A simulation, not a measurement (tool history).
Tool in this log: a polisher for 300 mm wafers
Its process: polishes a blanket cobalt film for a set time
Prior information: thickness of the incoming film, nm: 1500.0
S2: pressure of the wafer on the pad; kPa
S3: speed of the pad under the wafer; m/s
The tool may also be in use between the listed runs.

{"run": 1, "hour": 0.0, "flow of slurry (ml/min)": 320, "S2": 10.3, "S3": 1.08, "polishing time (s)": 56, "film removed (angstrom)": 2079.3}
{"run": 2, "hour": 4.6, "flow of slurry (ml/min)": 285, "S2": 10.3, "S3": 1.08, "polishing time (s)": 56, "film removed (angstrom)": 2055.9}
{"run": 3, "hour": 9.1, "flow of slurry (ml/min)": 280, "S2": 9, "S3": 1.08, "polishing time (s)": 56, "film removed (angstrom)": 1801}
{"run": 4, "hour": 13.4, "flow of slurry (ml/min)": 280, "S2": 9, "S3": 1.08, "polishing time (s)": 56, "film removed (angstrom)": 1777.3}
{"run": 5, "hour": 19.6, "flow of slurry (ml/min)": 275, "S2": 8.3, "S3": 1.08, "polishing time (s)": 56, "film removed (angstrom)": 1672.1}
{"run": 6, "hour": 23.1, "flow of slurry (ml/min)": 275, "S2": 8.3, "S3": 1.08, "polishing time (s)": 56, "film removed (angstrom)": 1649.4}
{"run": 7, "hour": 24.2, "flow of slurry (ml/min)": 275, "S2": 7.6, "S3": 1.08, "polishing time (s)": 56, "film removed (angstrom)": 1535.6}

What will run 8 give?
{"run": 8, "hour": 26.0, "flow of slurry (ml/min)": 275, "S2": 6.9, "S3": 1.08, "polishing time (s)": 56, "film removed (angstrom)": "?"}

Run 8 came out at film removed (angstrom) 1395.6.
